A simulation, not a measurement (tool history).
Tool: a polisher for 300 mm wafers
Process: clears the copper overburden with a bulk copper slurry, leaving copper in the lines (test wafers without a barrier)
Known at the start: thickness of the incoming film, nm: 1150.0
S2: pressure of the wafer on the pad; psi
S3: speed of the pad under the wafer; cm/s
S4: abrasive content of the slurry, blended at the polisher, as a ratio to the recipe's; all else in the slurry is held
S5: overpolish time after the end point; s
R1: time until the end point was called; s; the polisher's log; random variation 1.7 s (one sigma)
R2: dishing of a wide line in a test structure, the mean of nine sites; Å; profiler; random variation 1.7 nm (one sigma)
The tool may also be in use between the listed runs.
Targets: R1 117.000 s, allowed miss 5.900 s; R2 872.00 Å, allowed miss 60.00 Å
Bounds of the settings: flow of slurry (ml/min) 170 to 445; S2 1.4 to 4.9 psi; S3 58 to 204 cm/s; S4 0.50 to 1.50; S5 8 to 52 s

{"run": 1, "hour": 0.0, "flow of slurry (ml/min)": 285, "S2": 3.1, "S3": 130, "S4": 1.0, "S5": 26, "R1": 78.715, "R2": 1049.6}
{"run": 2, "hour": 8.2, "flow of slurry (ml/min)": 230, "S2": 3.1, "S3": 130, "S4": 1.0, "S5": 26, "R1": 79.347, "R2": 1024.3}
{"run": 3, "hour": 9.6, "flow of slurry (ml/min)": 230, "S2": 2.4, "S3": 130, "S4": 1.0, "S5": 26, "R1": 103.86, "R2": 932.37}
{"run": 4, "hour": 14.1, "flow of slurry (ml/min)": 230, "S2": 2.3, "S3": 130, "S4": 1.0, "S5": 25, "R1": 107.56, "R2": 853.14}
{"run": 5, "hour": 15.0, "flow of slurry (ml/min)": 230, "S2": 2.9, "S3": 130, "S4": 1.0, "S5": 25, "R1": 85.755, "R2": 1020.5}
{"run": 6, "hour": 15.7, "flow of slurry (ml/min)": 175, "S2": 2.9, "S3": 130, "S4": 1.0, "S5": 25, "R1": 89.98, "R2": 962.69}
{"run": 7, "hour": 22.9, "flow of slurry (ml/min)": 175, "S2": 2.8, "S3": 130, "S4": 1.0, "S5": 26, "R1": 94.072, "R2": 989.48}
{"run": 8, "hour": 24.5, "flow of slurry (ml/min)": 175, "S2": 2.1, "S3": 128, "S4": 1.0, "S5": 18, "R1": 123.15, "R2": 762.88}

Which of these 5 next moves meets every target?
{"run": "A", "hour": 26.1, "flow of slurry (ml/min)": 170, "S2": 2.8, "S3": 88, "S4": 1.1, "S5": 26, "R1": "?", "R2": "?"}
{"run": "B", "hour": 26.1, "flow of slurry (ml/min)": 175, "S2": 2.4, "S3": 114, "S4": 1.1, "S5": 42, "R1": "?", "R2": "?"}
{"run": "C", "hour": 26.1, "flow of slurry (ml/min)": 170, "S2": 2.4, "S3": 102, "S4": 1.0, "S5": 47, "R1": "?", "R2": "?"}
{"run": "D", "hour": 26.1, "flow of slurry (ml/min)": 175, "S2": 2.9, "S3": 88, "S4": 0.8, "S5": 35, "R1": "?", "R2": "?"}
{"run": "E", "hour": 26.1, "flow of slurry (ml/min)": 170, "S2": 2.4, "S3": 120, "S4": 0.95, "S5": 26, "R1": "?", "R2": "?"}

move=A R1=130.560 R2=867.77
move=B R1=117.640 R2=976.28
move=C R1=134.170 R2=973.59
move=D R1=134.330 R2=955.37
move=E R1=115.930 R2=878.53
A: brings the result that was furthest off to its target, and leaves another outside
B: takes the result that was furthest off past its target
C: takes the result that was furthest off past its target
D: takes the result that was furthest off past its target
E: meets every target
Answer: E
